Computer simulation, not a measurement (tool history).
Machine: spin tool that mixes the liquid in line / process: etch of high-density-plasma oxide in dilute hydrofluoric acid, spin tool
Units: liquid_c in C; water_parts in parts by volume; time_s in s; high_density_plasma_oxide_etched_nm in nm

run,hour,liquid_c,water_parts,time_s,high_density_plasma_oxide_etched_nm
1,0,21,190,265,5.4328
2,8.4,18,190,265,4.809
3,16.2,20.5,190,265,5.2674
4,21.9,17,190,265,4.6282
5,22.7,17,190,285,4.987
6,27,19,190,285,5.3989
7,36,23,185,285,6.4817
8,42,24,185,285,6.734

What will run 9 give?
9,43.6,24,185,285,?

{"run 9": {"high_density_plasma_oxide_etched_nm": 6.6689}}
